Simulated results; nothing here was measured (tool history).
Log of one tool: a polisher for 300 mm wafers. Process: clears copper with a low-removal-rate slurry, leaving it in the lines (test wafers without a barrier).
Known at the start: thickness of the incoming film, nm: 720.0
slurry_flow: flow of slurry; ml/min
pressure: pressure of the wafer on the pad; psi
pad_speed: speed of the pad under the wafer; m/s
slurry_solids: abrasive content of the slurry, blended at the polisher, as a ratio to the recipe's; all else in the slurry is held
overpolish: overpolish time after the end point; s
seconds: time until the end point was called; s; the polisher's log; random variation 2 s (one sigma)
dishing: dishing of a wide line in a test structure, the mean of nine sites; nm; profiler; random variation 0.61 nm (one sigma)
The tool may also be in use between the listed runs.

run,hour,slurry_flow,pressure,pad_speed,slurry_solids,overpolish,seconds,dishing
1,0,235,4.1,1.38,1,19,106.96,50.234
2,2.6,235,4.1,1.64,1,19,96.674,54.153
3,6.3,235,4.6,1.64,1,19,84.621,58.623
4,9.5,235,4,1.62,1,17,97.432,50.807
5,11.3,235,5,1.62,1,17,76.673,58.355
6,19.7,235,5,1.62,1,11,78.275,45.245
7,25.9,235,4.4,1.6,1,11,90.581,42.197
8,26.9,235,3.9,1.58,1,11,101.33,38.486
9,30.1,235,3.5,1.56,1,12,115.49,38.516
10,34.6,235,3.2,1.56,1,12,125.93,36.752

Forecast run 11:
11,39.6,235,3,1.56,1,12,?,?

{"run 11": {"seconds": 132.55, "dishing": 34.308}}
